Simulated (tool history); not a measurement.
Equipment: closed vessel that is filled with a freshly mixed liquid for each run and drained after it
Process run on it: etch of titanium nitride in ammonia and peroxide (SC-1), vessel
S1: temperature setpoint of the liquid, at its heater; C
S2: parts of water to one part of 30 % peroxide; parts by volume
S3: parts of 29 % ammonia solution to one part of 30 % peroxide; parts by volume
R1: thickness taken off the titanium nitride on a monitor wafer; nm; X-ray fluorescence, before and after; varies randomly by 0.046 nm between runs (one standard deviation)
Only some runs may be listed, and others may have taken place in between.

run 1 hour=0 | S1=47 S2=14 S3=0.5 time_in_the_liquid_(s)=235 | R1=14.087
run 2 hour=8.5 | S1=47 S2=15.5 S3=0.5 time_in_the_liquid_(s)=235 | R1=13.381
run 3 hour=14.3 | S1=46 S2=15.5 S3=0.5 time_in_the_liquid_(s)=235 | R1=12.433
run 4 hour=21.3 | S1=39.5 S2=15.5 S3=0.5 time_in_the_liquid_(s)=235 | R1=7.7601
run 5 hour=25.5 | S1=39.5 S2=15.5 S3=0.5 time_in_the_liquid_(s)=250 | R1=8.2537
run 6 hour=28.6 | S1=39.5 S2=15.5 S3=0.5 time_in_the_liquid_(s)=250 | R1=8.288

Forecast run 7:
run 7 hour=36.3 | S1=44.5 S2=15.5 S3=0.5 time_in_the_liquid_(s)=250 | R1=?

R1: 11.93 nm

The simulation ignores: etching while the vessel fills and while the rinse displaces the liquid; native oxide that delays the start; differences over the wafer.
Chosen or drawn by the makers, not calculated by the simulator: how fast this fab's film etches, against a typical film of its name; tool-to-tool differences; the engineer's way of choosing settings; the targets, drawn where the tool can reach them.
